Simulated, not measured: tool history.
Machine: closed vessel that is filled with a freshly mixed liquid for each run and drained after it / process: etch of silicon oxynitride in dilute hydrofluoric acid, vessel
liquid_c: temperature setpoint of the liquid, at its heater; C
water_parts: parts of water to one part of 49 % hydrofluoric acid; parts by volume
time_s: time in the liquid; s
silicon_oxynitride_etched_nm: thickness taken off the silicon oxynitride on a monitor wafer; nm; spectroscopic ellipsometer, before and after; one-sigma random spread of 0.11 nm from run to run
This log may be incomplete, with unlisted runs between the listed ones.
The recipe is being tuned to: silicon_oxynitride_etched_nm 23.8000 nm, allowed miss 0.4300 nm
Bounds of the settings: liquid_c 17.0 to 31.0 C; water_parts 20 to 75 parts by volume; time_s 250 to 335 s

run  hour  liquid_c  water_parts  time_s  silicon_oxynitride_etched_nm
  1   0.0      23.0           45     335                       10.7440
  2   3.8      23.0           45     250                        7.9906
  3   4.7      25.0           40     265                       10.5530
  4   9.4      25.0           50     265                        8.3612
  5  16.3      25.0           45     265                        9.3292
  6  22.7      26.5           40     285                       12.1960
  7  26.1      27.5           35     285                       14.6840
  8  34.7      28.5           30     285                       18.0180
     42.2  -- hydrofluoric acid flow meter replaced
  9  42.2      29.0           30     285                       19.8000
 10  50.8      29.5           30     285                       20.3440
 11  53.6      30.0           30     285                       20.8450
 12  62.1      30.5           30     285                       21.4180
 13  69.4      31.0           30     285                       21.7190
 14  71.2      31.0           25     285                       26.3280
 15  74.1      31.0           25     285                       26.1300

Which single option among these 5 for the next run brings every result within its allowed miss of target? Just one does.
  A  77.0      30.0           25     270                             ?
  B  77.0      31.0           30     295                             ?
  C  77.0      31.0           25     300                             ?
  D  77.0      31.0           20     260                             ?
  E  77.0      31.0           25     305                             ?

move  silicon_oxynitride_etched_nm
   A                       23.6670
   B                       22.4980
   C                       27.5730
   D                       29.9760
   E                       28.0330
A: every result lands within tolerance
B: takes the biggest miss from the last run beyond its target
C: lands further from the targets than the last run did
D: lands further from the targets than the last run did
E: lands further from the targets than the last run did
A is the move that brings every result within its allowed miss.

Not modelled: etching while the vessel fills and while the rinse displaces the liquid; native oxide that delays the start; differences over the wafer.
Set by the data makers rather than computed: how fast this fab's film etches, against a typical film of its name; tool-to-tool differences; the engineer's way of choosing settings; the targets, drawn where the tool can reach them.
